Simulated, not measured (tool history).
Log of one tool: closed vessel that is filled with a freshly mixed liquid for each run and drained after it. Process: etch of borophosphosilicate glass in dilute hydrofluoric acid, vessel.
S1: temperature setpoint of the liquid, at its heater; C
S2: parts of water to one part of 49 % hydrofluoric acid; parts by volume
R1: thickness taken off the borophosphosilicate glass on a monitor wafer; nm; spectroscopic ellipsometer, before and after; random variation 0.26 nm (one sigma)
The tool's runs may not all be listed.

{"run": 1, "hour": 0.0, "S1": 25, "S2": 90, "time in the liquid (s)": 35, "R1": 15.697}
{"run": 2, "hour": 5.7, "S1": 25, "S2": 120, "time in the liquid (s)": 35, "R1": 11.253}
{"run": 3, "hour": 9.7, "S1": 22, "S2": 120, "time in the liquid (s)": 35, "R1": 10.142}
{"run": 4, "hour": 16.6, "S1": 22, "S2": 90, "time in the liquid (s)": 35, "R1": 13.933}
{"run": 5, "hour": 24.8, "S1": 22, "S2": 90, "time in the liquid (s)": 30, "R1": 11.843}
{"run": 6, "hour": 28.6, "S1": 22, "S2": 90, "time in the liquid (s)": 35, "R1": 13.908}
{"run": 7, "hour": 31.9, "S1": 25, "S2": 80, "time in the liquid (s)": 35, "R1": 18.009}
{"run": 8, "hour": 35.4, "S1": 27.5, "S2": 80, "time in the liquid (s)": 35, "R1": 19.933}
{"run": 9, "hour": 40.0, "S1": 29, "S2": 75, "time in the liquid (s)": 35, "R1": 22.741}
{"run": 10, "hour": 45.2, "S1": 30, "S2": 75, "time in the liquid (s)": 35, "R1": 23.5}
{"run": 11, "hour": 49.5, "S1": 31, "S2": 75, "time in the liquid (s)": 35, "R1": 24.24}
{"run": 12, "hour": 52.7, "S1": 31.5, "S2": 75, "time in the liquid (s)": 35, "R1": 24.756}
{"run": 13, "hour": 61.6, "S1": 32, "S2": 75, "time in the liquid (s)": 35, "R1": 25.495}

The next listed run, before its measurement:
{"run": 14, "hour": 69.8, "S1": 32.5, "S2": 75, "time in the liquid (s)": 35, "R1": "?"}

R1: 25.695 nm

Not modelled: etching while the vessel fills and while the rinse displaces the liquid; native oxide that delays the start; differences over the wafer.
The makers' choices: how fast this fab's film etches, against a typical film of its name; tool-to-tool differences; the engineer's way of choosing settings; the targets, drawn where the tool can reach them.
